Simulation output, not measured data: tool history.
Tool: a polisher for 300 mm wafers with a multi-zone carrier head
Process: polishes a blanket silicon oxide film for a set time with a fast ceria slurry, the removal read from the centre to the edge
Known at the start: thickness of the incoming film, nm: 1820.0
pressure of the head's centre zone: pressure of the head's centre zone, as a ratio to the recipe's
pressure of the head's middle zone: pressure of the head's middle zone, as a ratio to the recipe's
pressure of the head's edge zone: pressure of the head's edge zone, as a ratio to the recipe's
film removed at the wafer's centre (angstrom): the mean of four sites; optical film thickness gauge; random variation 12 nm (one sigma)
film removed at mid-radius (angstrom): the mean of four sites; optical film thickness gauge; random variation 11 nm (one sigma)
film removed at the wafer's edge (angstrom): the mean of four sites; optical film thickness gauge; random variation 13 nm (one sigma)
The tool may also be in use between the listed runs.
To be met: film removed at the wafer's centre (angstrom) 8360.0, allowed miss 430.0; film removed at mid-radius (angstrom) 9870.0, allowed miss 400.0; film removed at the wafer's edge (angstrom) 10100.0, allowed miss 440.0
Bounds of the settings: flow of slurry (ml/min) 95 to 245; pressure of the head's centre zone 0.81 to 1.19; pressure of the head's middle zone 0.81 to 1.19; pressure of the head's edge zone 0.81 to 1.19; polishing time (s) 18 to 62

run	hour	flow of slurry (ml/min)	pressure of the head's centre zone	pressure of the head's middle zone	pressure of the head's edge zone	polishing time (s)	film removed at the wafer's centre (angstrom)	film removed at mid-radius (angstrom)	film removed at the wafer's edge (angstrom)
1	0.0	155	1.00	1.00	1.00	40	7657.9	7921.3	7790.9
2	3.5	155	1.00	1.00	1.00	30	5781.0	5977.3	5905.3
3	9.9	155	0.93	1.00	1.00	30	5499.8	5951.1	5854.9
4	18.8	155	0.93	1.00	0.94	30	5409.3	5945.4	5736.5
5	24.5	155	0.93	0.93	0.94	30	5469.9	5564.7	5617.5
6	25.1	135	0.93	0.93	0.94	30	5329.9	5541.1	5544.7
7	28.7	140	0.86	1.01	1.04	41	6749.9	8012.8	8005.1
8	31.4	145	0.87	1.02	1.06	42	7206.8	8498.6	8295.3
9	38.6	145	0.86	1.02	1.08	43	7254.4	8503.0	8602.5
10	45.7	150	0.86	1.03	1.10	44	7282.0	8849.1	8999.3
11	51.6	150	0.87	1.04	1.11	44	7466.0	8946.9	9067.7
12	60.0	155	0.88	1.05	1.12	44	7542.8	9167.9	8889.3
13	63.3	155	0.88	1.04	1.13	45	7795.5	8975.3	9441.1
14	72.2	160	0.88	1.05	1.13	45	7766.6	9444.6	9054.5
15	73.5	155	0.88	1.05	1.13	46	7734.9	9531.3	9581.1
16	78.0	155	0.89	1.05	1.13	46	7980.7	9542.5	9500.3

Which of these 4 next moves meets every target?
A	82.5	110	0.81	0.98	1.15	50	?	?	?
B	82.5	145	0.81	1.04	1.16	47	?	?	?
C	82.5	170	0.99	1.01	1.16	45	?	?	?
D	82.5	100	0.89	1.02	1.08	53	?	?	?

move	film removed at the wafer's centre (angstrom)	film removed at mid-radius (angstrom)	film removed at the wafer's edge (angstrom)
A	7347.7	8995.0	10267.0
B	7340.1	9349.5	10054.0
C	8858.7	8965.1	9811.5
D	8365.1	9638.9	10386.0
A: brings the result that was furthest off to its target, and leaves another outside
B: brings the result that was furthest off to its target, and leaves another outside
C: brings the result that was furthest off to its target, and leaves another outside
D: meets every target
Move D is the one to make.
